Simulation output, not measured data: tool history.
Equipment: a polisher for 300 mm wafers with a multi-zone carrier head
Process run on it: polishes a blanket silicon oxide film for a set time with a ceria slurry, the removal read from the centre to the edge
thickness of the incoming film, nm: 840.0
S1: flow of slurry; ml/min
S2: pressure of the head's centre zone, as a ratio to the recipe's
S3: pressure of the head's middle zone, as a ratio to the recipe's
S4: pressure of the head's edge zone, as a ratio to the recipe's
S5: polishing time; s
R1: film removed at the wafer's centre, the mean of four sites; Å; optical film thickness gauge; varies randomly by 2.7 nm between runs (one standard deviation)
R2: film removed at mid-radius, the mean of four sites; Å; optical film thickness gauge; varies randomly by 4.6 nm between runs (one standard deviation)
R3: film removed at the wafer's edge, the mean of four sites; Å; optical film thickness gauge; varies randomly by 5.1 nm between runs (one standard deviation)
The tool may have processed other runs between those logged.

Run 1, hour 0.0: S1 225 ml/min, S2 1.00, S3 1.00, S4 1.00, S5 55 s. Result: R1 3025.4 Å, R2 3020.9 Å, R3 3021.6 Å.
Run 2, hour 5.4: S1 225 ml/min, S2 1.00, S3 0.92, S4 1.00, S5 55 s. Result: R1 3000.1 Å, R2 2740.2 Å, R3 3021.5 Å.
Run 3, hour 11.3: S1 230 ml/min, S2 0.99, S3 0.94, S4 1.02, S5 56 s. Result: R1 3027.8 Å, R2 2963.1 Å, R3 3054.8 Å.
Run 4, hour 13.1: S1 215 ml/min, S2 0.98, S3 0.93, S4 1.04, S5 58 s. Result: R1 3083.7 Å, R2 2962.9 Å, R3 3212.8 Å.
Run 5, hour 15.5: S1 215 ml/min, S2 0.98, S3 0.93, S4 1.04, S5 49 s. Result: R1 2618.8 Å, R2 2497.3 Å, R3 2815.0 Å.
Run 6, hour 16.4: S1 205 ml/min, S2 0.98, S3 0.94, S4 1.06, S5 52 s. Result: R1 2743.2 Å, R2 2657.2 Å, R3 2920.4 Å.
Run 7, hour 18.3: S1 205 ml/min, S2 0.97, S3 0.94, S4 1.08, S5 55 s. Result: R1 2904.0 Å, R2 2792.3 Å, R3 3080.1 Å.
Run 8, hour 20.5: S1 205 ml/min, S2 0.95, S3 0.95, S4 1.09, S5 57 s. Result: R1 2882.4 Å, R2 2952.7 Å, R3 3177.7 Å.

Estimate the outcome of run 9 from the log above:
Run 9, hour 26.4: S1 205 ml/min, S2 0.94, S3 0.95, S4 1.10, S5 59 s. Result: R1 ?, R2 ?, R3 ?.

{"run 9": {"R1": 3002.0, "R2": 3102.1, "R3": 3378.4}}
